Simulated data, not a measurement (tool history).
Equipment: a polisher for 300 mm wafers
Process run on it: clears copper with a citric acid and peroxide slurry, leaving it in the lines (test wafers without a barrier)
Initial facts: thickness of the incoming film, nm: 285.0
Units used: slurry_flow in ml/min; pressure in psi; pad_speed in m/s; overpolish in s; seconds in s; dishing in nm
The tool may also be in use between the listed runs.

run  hour  slurry_flow  pressure  pad_speed  slurry_solids  overpolish  seconds  dishing
  1   0.0          240       3.4       1.38           1.00           9   75.966   22.395
  2   4.6          240       3.4       1.38           0.90           9   75.161   21.775
  3   8.3          240       3.2       1.38           0.90          10   81.918   23.603
  4  12.9          270       3.2       1.38           0.90          10   80.709   23.221
  5  19.9          270       4.0       1.38           0.90          10   64.481   26.462
  6  26.4          270       4.0       1.38           0.85          10   66.484   26.676

Run 7 has not been measured yet. What should we expect?
  7  31.9          270       4.0       1.38           0.85          10        ?        ?

Logged for run 7: seconds 65.182 s, dishing 26.710 nm.

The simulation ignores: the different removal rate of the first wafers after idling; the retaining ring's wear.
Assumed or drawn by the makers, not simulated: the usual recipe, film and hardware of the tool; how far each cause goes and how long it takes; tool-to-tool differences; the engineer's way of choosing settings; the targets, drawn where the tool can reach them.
